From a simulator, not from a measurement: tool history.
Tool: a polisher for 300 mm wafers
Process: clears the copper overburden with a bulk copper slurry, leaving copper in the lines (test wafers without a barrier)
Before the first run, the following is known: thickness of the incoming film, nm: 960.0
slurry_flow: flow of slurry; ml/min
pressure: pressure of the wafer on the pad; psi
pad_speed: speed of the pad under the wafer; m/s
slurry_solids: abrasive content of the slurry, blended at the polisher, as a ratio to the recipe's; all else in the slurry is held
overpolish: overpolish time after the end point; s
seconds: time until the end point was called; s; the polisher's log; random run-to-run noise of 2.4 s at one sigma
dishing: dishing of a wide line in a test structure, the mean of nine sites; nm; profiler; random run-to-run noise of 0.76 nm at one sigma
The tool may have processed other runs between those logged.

{"run": 1, "hour": 0.0, "slurry_flow": 265, "pressure": 3.3, "pad_speed": 0.88, "slurry_solids": 1, "overpolish": 14, "seconds": 120.18, "dishing": 62.397}
{"run": 2, "hour": 5.8, "slurry_flow": 265, "pressure": 3.3, "pad_speed": 0.88, "slurry_solids": 1, "overpolish": 16, "seconds": 115.64, "dishing": 70.708}
{"run": 3, "hour": 8.2, "slurry_flow": 265, "pressure": 3.3, "pad_speed": 0.88, "slurry_solids": 1, "overpolish": 13, "seconds": 119.6, "dishing": 61.178}
{"run": 4, "hour": 10.1, "slurry_flow": 265, "pressure": 3, "pad_speed": 0.94, "slurry_solids": 1, "overpolish": 10, "seconds": 121.56, "dishing": 50.337}
{"run": 5, "hour": 18.8, "slurry_flow": 265, "pressure": 3, "pad_speed": 0.94, "slurry_solids": 1, "overpolish": 14, "seconds": 120.68, "dishing": 62.357}
{"run": 6, "hour": 27.7, "slurry_flow": 265, "pressure": 2.8, "pad_speed": 0.98, "slurry_solids": 1, "overpolish": 11, "seconds": 126.15, "dishing": 51.179}

Run 7 is up next; what results do you expect?
{"run": 7, "hour": 29.7, "slurry_flow": 265, "pressure": 2.8, "pad_speed": 0.98, "slurry_solids": 1, "overpolish": 11, "seconds": "?", "dishing": "?"}

For run 7 the tool returned seconds 120.61 s, dishing 52.721 nm.
